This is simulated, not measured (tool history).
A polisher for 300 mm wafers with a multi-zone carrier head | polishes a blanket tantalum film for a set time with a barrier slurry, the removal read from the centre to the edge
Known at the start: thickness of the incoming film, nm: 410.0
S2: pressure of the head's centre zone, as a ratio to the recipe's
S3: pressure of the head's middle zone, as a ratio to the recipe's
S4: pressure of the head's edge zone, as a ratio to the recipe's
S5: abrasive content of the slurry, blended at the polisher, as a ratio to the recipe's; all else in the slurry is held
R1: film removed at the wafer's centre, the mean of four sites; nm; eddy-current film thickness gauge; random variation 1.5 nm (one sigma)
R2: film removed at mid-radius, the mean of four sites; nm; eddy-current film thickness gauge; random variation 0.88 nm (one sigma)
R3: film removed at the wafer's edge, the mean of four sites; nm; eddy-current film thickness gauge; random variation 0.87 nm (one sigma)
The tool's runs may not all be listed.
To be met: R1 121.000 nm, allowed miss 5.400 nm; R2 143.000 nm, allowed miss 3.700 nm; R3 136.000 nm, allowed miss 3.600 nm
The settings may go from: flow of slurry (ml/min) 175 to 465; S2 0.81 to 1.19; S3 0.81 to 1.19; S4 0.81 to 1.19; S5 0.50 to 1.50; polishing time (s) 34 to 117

run 1 day=0.000 | flow_of_slurry_(ml/min)=295 S2=1.00 S3=1.00 S4=1.00 S5=1.00 polishing_time_(s)=75 | R1=88.289 R2=89.256 R3=91.517
run 2 day=0.312 | flow_of_slurry_(ml/min)=295 S2=1.00 S3=1.00 S4=1.00 S5=1.00 polishing_time_(s)=91 | R1=105.390 R2=108.870 R3=111.400
run 3 day=0.504 | flow_of_slurry_(ml/min)=320 S2=1.00 S3=1.00 S4=1.00 S5=1.00 polishing_time_(s)=91 | R1=106.160 R2=107.260 R3=112.540
run 4 day=0.742 | flow_of_slurry_(ml/min)=320 S2=1.00 S3=1.00 S4=1.00 S5=0.80 polishing_time_(s)=91 | R1=101.530 R2=101.490 R3=105.380
run 5 day=1.092 | flow_of_slurry_(ml/min)=320 S2=1.00 S3=1.05 S4=1.03 S5=1.00 polishing_time_(s)=92 | R1=111.550 R2=113.900 R3=112.520
run 6 day=1.317 | flow_of_slurry_(ml/min)=320 S2=0.93 S3=1.05 S4=1.03 S5=1.00 polishing_time_(s)=92 | R1=103.530 R2=115.300 R3=113.470
run 7 day=1.458 | flow_of_slurry_(ml/min)=325 S2=0.92 S3=1.07 S4=1.06 S5=1.15 polishing_time_(s)=93 | R1=107.380 R2=121.610 R3=122.110
run 8 day=1.562 | flow_of_slurry_(ml/min)=325 S2=0.92 S3=1.10 S4=1.07 S5=1.25 polishing_time_(s)=93 | R1=107.560 R2=126.820 R3=125.010
run 9 day=1.817 | flow_of_slurry_(ml/min)=335 S2=0.94 S3=1.13 S4=1.08 S5=1.35 polishing_time_(s)=93 | R1=109.470 R2=134.040 R3=126.870

Which of these 4 next moves meets every target?
run A day=2.071 | flow_of_slurry_(ml/min)=355 S2=0.95 S3=1.15 S4=1.12 S5=1.45 polishing_time_(s)=97 | R1=? R2=? R3=?
run B day=2.071 | flow_of_slurry_(ml/min)=315 S2=0.81 S3=1.19 S4=1.12 S5=1.50 polishing_time_(s)=94 | R1=? R2=? R3=?
run C day=2.071 | flow_of_slurry_(ml/min)=460 S2=1.07 S3=1.14 S4=1.12 S5=1.20 polishing_time_(s)=90 | R1=? R2=? R3=?
run D day=2.071 | flow_of_slurry_(ml/min)=205 S2=0.91 S3=1.15 S4=1.16 S5=1.50 polishing_time_(s)=88 | R1=? R2=? R3=?

move=A R1=122.940 R2=144.950 R3=135.650
move=B R1=101.230 R2=144.570 R3=131.460
move=C R1=125.390 R2=129.880 R3=122.090
move=D R1=102.380 R2=126.680 R3=121.240
A: meets every target
B: further off than the last run
C: further off than the last run
D: further off than the last run
Answer: A
